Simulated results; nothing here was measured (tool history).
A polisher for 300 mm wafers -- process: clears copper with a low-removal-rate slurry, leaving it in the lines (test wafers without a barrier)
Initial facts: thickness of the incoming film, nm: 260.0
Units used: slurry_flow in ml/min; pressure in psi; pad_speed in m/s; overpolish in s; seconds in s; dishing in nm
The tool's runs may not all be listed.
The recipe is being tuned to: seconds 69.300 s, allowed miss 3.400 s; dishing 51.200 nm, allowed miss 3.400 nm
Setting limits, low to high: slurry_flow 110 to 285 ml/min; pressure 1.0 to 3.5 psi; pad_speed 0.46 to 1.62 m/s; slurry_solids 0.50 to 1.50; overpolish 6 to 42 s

| run | day | slurry_flow | pressure | pad_speed | slurry_solids | overpolish | seconds | dishing |
|---|---|---|---|---|---|---|---|---|
| 1 | 0.000 | 180 | 2.2 | 1.04 | 1.00 | 21 | 124.020 | 27.202 |
| 2 | 0.192 | 140 | 2.2 | 1.04 | 1.00 | 21 | 125.480 | 27.687 |
| 3 | 0.362 | 140 | 2.2 | 1.04 | 1.00 | 29 | 126.710 | 35.102 |
| 4 | 0.667 | 140 | 2.2 | 1.04 | 0.85 | 29 | 129.890 | 34.769 |
| 5 | 1.008 | 140 | 2.2 | 1.04 | 1.05 | 29 | 119.520 | 36.245 |
| 6 | 1.183 | 140 | 2.2 | 1.04 | 1.05 | 38 | 123.490 | 42.833 |
| 7 | 1.396 | 140 | 2.3 | 1.04 | 1.05 | 36 | 119.200 | 42.551 |
| 8 | 1.421 | 140 | 2.3 | 1.04 | 1.05 | 36 | 117.540 | 43.376 |
| 9 | 1.512 | 155 | 2.9 | 1.08 | 1.05 | 27 | 89.958 | 42.877 |
| 10 | 1.721 | 155 | 3.0 | 1.08 | 1.05 | 27 | 86.157 | 42.733 |
| 11 | 2.017 | 155 | 3.1 | 1.08 | 1.05 | 27 | 85.439 | 44.047 |
|  | 2.321 | head pressure recalibrated |
| 12 | 2.321 | 155 | 3.2 | 1.08 | 1.05 | 27 | 87.935 | 44.802 |

Which one of the following 4 next-run settings gets every result inside its allowed miss? There is exactly one.
| A | 2.625 | 170 | 3.4 | 1.20 | 1.00 | 28 | ? | ? |
| B | 2.625 | 170 | 3.4 | 1.26 | 0.75 | 29 | ? | ? |
| C | 2.625 | 170 | 3.5 | 1.24 | 1.15 | 26 | ? | ? |
| D | 2.625 | 235 | 3.5 | 1.28 | 1.10 | 20 | ? | ? |

| move | seconds | dishing |
|---|---|---|
| A | 77.148 | 50.455 |
| B | 78.325 | 51.151 |
| C | 70.406 | 51.195 |
| D | 67.053 | 43.944 |
A: better than the last run, though not everything is in spec
B: better than the last run, though not everything is in spec
C: every result lands within tolerance
D: corrects the largest miss of the last run, while another result sits out of spec
Answer: C
